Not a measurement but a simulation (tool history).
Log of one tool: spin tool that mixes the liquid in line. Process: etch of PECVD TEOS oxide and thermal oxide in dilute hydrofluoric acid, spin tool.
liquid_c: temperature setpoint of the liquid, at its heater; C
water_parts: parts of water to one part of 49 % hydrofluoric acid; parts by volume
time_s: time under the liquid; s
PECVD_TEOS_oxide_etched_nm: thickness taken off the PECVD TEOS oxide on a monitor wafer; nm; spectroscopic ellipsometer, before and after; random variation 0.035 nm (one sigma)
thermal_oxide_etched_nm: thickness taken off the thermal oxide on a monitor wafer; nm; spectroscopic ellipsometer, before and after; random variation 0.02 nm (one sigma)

| run | hour | liquid_c | water_parts | time_s | PECVD_TEOS_oxide_etched_nm | thermal_oxide_etched_nm |
|---|---|---|---|---|---|---|
| 1 | 0.0 | 21.0 | 105 | 75 | 8.0461 | 2.9206 |
| 2 | 8.9 | 20.5 | 110 | 75 | 7.5191 | 2.7489 |
| 3 | 10.3 | 23.5 | 110 | 75 | 8.4585 | 3.0887 |
| 4 | 14.1 | 23.5 | 140 | 75 | 6.4722 | 2.3316 |
| 5 | 16.8 | 23.0 | 140 | 75 | 6.3183 | 2.2493 |
| 6 | 21.5 | 23.0 | 140 | 105 | 8.8392 | 3.1697 |

Run 7 comes next. What will it give?
| 7 | 27.3 | 19.0 | 165 | 105 | ? | ? |

Run 7 gave PECVD_TEOS_oxide_etched_nm 6.2671 nm, thermal_oxide_etched_nm 2.2404 nm.
